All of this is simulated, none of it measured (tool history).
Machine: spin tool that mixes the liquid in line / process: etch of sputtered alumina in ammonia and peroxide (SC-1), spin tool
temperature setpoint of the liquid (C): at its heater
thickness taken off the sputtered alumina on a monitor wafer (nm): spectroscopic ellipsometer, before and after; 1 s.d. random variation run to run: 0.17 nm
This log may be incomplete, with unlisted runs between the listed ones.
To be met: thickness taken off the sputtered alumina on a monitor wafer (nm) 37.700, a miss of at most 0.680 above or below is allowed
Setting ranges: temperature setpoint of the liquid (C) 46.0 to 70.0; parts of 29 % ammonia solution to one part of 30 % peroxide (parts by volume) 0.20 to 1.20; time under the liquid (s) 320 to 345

run  hour  temperature setpoint of the liquid (C)  parts of 29 % ammonia solution to one part of 30 % peroxide (parts by volume)  time under the liquid (s)  thickness taken off the sputtered alumina on a monitor wafer (nm)
  1   0.0                                    62.0                                                                           1.00                        320                                                             43.169
  2   7.3                                    62.0                                                                           1.00                        345                                                             46.857
  3  10.0                                    62.0                                                                           1.15                        345                                                             47.224
  4  18.1                                    62.0                                                                           1.15                        320                                                             43.309
  5  19.1                                    66.0                                                                           1.15                        320                                                             53.378
  6  21.9                                    62.0                                                                           1.15                        320                                                             43.671
  7  29.4                                    61.5                                                                           1.15                        320                                                             42.776
  8  35.2                                    58.5                                                                           1.15                        320                                                             36.388

Exercise: of the 4 proposed moves below, exactly one satisfies all targets within the stated allowed misses. Which move is it?
  A  41.0                                    57.5                                                                           1.10                        330                                                                  ?
  B  41.0                                    56.0                                                                           1.20                        340                                                                  ?
  C  41.0                                    58.0                                                                           0.95                        345                                                                  ?
  D  41.0                                    56.5                                                                           1.20                        330                                                                  ?

move  thickness taken off the sputtered alumina on a monitor wafer (nm)
   A                                                             35.593
   B                                                             34.178
   C                                                             37.667
   D                                                             34.057
A: the biggest miss grows against the last run
B: the biggest miss grows against the last run
C: in spec on every target
D: the biggest miss grows against the last run
The move that meets every target is C.
